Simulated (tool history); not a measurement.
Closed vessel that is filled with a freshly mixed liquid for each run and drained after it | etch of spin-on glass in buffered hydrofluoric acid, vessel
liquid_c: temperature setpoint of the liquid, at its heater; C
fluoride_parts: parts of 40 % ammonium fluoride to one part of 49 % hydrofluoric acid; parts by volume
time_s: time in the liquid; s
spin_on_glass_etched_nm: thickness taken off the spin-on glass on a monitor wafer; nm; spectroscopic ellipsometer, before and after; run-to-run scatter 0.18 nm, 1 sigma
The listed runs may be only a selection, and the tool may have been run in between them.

run 1 hour=0 | liquid_c=22 fluoride_parts=21.5 time_s=30 | spin_on_glass_etched_nm=46.344
run 2 hour=5.1 | liquid_c=21 fluoride_parts=22 time_s=30 | spin_on_glass_etched_nm=43.286
run 3 hour=11.2 | liquid_c=20.5 fluoride_parts=22.5 time_s=30 | spin_on_glass_etched_nm=41.372
run 4 hour=15.7 | liquid_c=20.5 fluoride_parts=22.5 time_s=30 | spin_on_glass_etched_nm=41.423
run 5 hour=18.1 | liquid_c=20.5 fluoride_parts=22.5 time_s=30 | spin_on_glass_etched_nm=41.402
run 6 hour=25.9 | liquid_c=17.5 fluoride_parts=22.5 time_s=30 | spin_on_glass_etched_nm=35.26

Forecast run 7:
run 7 hour=26.5 | liquid_c=17.5 fluoride_parts=23 time_s=30 | spin_on_glass_etched_nm=?

Run 7 gave spin_on_glass_etched_nm 34.368 nm.
